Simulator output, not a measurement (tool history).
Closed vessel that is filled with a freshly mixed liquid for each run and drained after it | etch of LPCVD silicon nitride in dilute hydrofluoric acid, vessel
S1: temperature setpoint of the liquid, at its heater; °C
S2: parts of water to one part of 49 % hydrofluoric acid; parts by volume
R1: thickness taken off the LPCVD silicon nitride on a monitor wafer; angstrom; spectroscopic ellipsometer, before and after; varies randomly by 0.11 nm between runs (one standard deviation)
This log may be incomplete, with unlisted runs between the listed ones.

Run 1, day 0: S1 26 °C, S2 45 parts by volume, time in the liquid (s) 1680. Result: R1 246.39 angstrom.
Run 2, day 0.362: S1 26 °C, S2 35 parts by volume, time in the liquid (s) 1680. Result: R1 310.86 angstrom.
Run 3, day 0.65: S1 24 °C, S2 40 parts by volume, time in the liquid (s) 1680. Result: R1 238.03 angstrom.
Run 4, day 0.883: S1 26 °C, S2 40 parts by volume, time in the liquid (s) 1680. Result: R1 272.43 angstrom.
Run 5, day 1.033: S1 29.5 °C, S2 40 parts by volume, time in the liquid (s) 1680. Result: R1 346.72 angstrom.
Run 6, day 1.283: S1 29.5 °C, S2 35 parts by volume, time in the liquid (s) 1680. Result: R1 396.55 angstrom.
Run 7, day 1.442: S1 26.5 °C, S2 40 parts by volume, time in the liquid (s) 1680. Result: R1 287.13 angstrom.

Predict the results of run 8:
Run 8, day 1.525: S1 22.5 °C, S2 50 parts by volume, time in the liquid (s) 1680. Result: R1 ?.

{"run 8": {"R1": 176.4}}

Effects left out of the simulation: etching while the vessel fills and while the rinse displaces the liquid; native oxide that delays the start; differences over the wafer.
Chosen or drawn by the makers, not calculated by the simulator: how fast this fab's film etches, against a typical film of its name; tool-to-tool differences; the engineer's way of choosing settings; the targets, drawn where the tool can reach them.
